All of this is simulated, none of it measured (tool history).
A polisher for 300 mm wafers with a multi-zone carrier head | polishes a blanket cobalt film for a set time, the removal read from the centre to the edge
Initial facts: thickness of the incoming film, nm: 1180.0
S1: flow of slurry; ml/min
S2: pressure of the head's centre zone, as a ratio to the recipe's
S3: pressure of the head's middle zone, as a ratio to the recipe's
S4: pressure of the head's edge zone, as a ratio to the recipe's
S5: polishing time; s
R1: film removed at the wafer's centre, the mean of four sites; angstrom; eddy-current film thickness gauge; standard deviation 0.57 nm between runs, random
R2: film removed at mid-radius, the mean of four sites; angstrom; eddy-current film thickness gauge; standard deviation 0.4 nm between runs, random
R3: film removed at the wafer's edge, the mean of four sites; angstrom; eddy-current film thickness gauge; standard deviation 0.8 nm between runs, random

run    day   S1    S2    S3    S4  S5      R1      R2      R3
  1      0  160     1     1     1  30     934  951.72   933.9
  2  0.025  150  0.99  0.95  0.96  27  821.74  807.88  810.59
  3  0.229  150  0.95  0.95  0.96  27  786.85  801.42  800.72
  4  0.462  140  0.94  0.91  0.93  25  697.61   706.6  732.21
  5  0.717  135  0.95  0.88   0.9  24  666.19  655.58  693.69
  6  0.883  135  0.95  0.88   0.9  27  755.99  730.59     786
  7  1.054  135  0.96  0.87  0.88  25  704.13  671.48  704.31
  8  1.333  135  0.96  0.87  0.88  25  712.77  666.94  735.44
  9  1.508  125  0.98  0.86  0.81  19  540.34  496.19  529.23
 10  1.858  140  0.98  0.86  0.83  19  559.51  517.31  537.89
 11  1.938  145  0.98  0.85  0.86  19  560.29  509.08  545.77
 12  2.121  150  0.98  0.85  0.89  19  566.79  509.04  574.44
 13  2.454  160  0.98  0.86  0.89  19  578.92  529.15  564.49
 14  2.796  165  0.98  0.86   0.9  19  579.21  531.52  553.04
 15  2.912  165  0.98  0.86  0.92  19  580.52  529.54  564.64

Run 16 comes next. What will it give?
 16  3.025  165  0.98  0.86  0.93  19   ?   ?   ?

R1: 577.45 angstrom
R2: 522.73 angstrom
R3: 564.8 angstrom
